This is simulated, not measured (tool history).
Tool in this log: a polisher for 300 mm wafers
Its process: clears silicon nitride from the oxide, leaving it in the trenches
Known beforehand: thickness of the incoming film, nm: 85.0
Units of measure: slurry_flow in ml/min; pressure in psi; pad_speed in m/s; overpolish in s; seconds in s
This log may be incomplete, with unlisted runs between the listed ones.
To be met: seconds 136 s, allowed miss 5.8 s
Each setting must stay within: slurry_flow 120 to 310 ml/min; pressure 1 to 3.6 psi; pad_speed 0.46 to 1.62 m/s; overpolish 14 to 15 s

{"run": 1, "hour": 0.0, "slurry_flow": 200, "pressure": 2.3, "pad_speed": 1.04, "overpolish": 14, "seconds": 95.538}
{"run": 2, "hour": 3.9, "slurry_flow": 200, "pressure": 2.2, "pad_speed": 1.04, "overpolish": 14, "seconds": 99.882}
{"run": 3, "hour": 7.5, "slurry_flow": 200, "pressure": 2.6, "pad_speed": 1.04, "overpolish": 14, "seconds": 84.339}
{"run": 4, "hour": 12.7, "slurry_flow": 200, "pressure": 2.4, "pad_speed": 1.04, "overpolish": 14, "seconds": 89.755}
{"run": 5, "hour": 15.8, "slurry_flow": 200, "pressure": 2.3, "pad_speed": 1.04, "overpolish": 14, "seconds": 94.563}
{"run": 6, "hour": 24.3, "slurry_flow": 200, "pressure": 2.2, "pad_speed": 1.04, "overpolish": 14, "seconds": 99.946}
{"run": 7, "hour": 26.3, "slurry_flow": 200, "pressure": 2.1, "pad_speed": 1.04, "overpolish": 14, "seconds": 104.78}
{"run": 8, "hour": 27.1, "slurry_flow": 200, "pressure": 2, "pad_speed": 1.04, "overpolish": 14, "seconds": 108.97}

Pick the move, out of 4, that brings all results within their allowed miss; only one does.
{"run": "A", "hour": 27.9, "slurry_flow": 170, "pressure": 1.7, "pad_speed": 0.94, "overpolish": 14, "seconds": "?"}
{"run": "B", "hour": 27.9, "slurry_flow": 245, "pressure": 1.6, "pad_speed": 1, "overpolish": 14, "seconds": "?"}
{"run": "C", "hour": 27.9, "slurry_flow": 180, "pressure": 1.8, "pad_speed": 0.84, "overpolish": 14, "seconds": "?"}
{"run": "D", "hour": 27.9, "slurry_flow": 195, "pressure": 2.2, "pad_speed": 1.24, "overpolish": 14, "seconds": "?"}

move=A seconds=143.77
move=B seconds=136.21
move=C seconds=150.23
move=D seconds=83.8
A: takes the biggest miss from the last run beyond its target
B: meets every target
C: takes the biggest miss from the last run beyond its target
D: moves away from the targets compared with the last run
So the answer is move B, the one that meets all the targets.

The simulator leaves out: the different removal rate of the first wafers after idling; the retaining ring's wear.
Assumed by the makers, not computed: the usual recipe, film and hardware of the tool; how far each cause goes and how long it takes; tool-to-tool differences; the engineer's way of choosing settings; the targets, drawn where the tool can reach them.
